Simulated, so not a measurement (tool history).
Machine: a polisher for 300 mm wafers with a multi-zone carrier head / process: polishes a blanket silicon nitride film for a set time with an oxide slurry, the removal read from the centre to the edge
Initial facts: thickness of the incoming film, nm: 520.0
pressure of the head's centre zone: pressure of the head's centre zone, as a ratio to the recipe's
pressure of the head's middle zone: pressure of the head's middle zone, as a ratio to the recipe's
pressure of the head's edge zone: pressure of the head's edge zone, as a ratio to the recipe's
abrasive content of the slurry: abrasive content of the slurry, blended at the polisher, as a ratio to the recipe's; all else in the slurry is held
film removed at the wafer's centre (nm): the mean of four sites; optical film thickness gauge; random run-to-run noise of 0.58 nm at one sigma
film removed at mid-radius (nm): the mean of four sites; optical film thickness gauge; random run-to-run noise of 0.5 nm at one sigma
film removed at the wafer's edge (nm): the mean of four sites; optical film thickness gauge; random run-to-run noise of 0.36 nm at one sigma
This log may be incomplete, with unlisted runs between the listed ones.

| run | hour | flow of slurry (ml/min) | pressure of the head's centre zone | pressure of the head's middle zone | pressure of the head's edge zone | abrasive content of the slurry | polishing time (s) | film removed at the wafer's centre (nm) | film removed at mid-radius (nm) | film removed at the wafer's edge (nm) |
|---|---|---|---|---|---|---|---|---|---|---|
| 1 | 0 | 300 | 1 | 1 | 1 | 1 | 69 | 50.379 | 49.691 | 50.336 |
| 2 | 5.3 | 300 | 1 | 1 | 0.94 | 1 | 69 | 50.155 | 50.061 | 48.651 |
| 3 | 9.8 | 355 | 1 | 1 | 0.94 | 1 | 69 | 51.138 | 51.794 | 47.929 |
| 4 | 15 | 320 | 0.99 | 0.94 | 0.94 | 0.95 | 69 | 49.551 | 46.652 | 48.419 |
| 5 | 21 | 310 | 0.98 | 0.9 | 0.93 | 0.9 | 69 | 46.754 | 44.571 | 46.392 |
|  | 22.1 | worn pad replaced by a new one |
| 6 | 22.1 | 310 | 0.98 | 0.9 | 0.93 | 0.9 | 85 | 66.133 | 59.693 | 63.462 |
| 7 | 27.5 | 290 | 0.98 | 0.87 | 0.94 | 0.75 | 81 | 56.657 | 52.11 | 56.799 |
| 8 | 36.3 | 275 | 1 | 0.85 | 0.96 | 0.65 | 77 | 53.028 | 43.653 | 50.44 |

Run 9 is up next; what results do you expect?
| 9 | 42.8 | 270 | 0.98 | 0.84 | 0.96 | 0.6 | 76 | ? | ? | ? |

{"run 9": {"film removed at the wafer's centre (nm)": 48.097, "film removed at mid-radius (nm)": 41.741, "film removed at the wafer's edge (nm)": 47.471}}
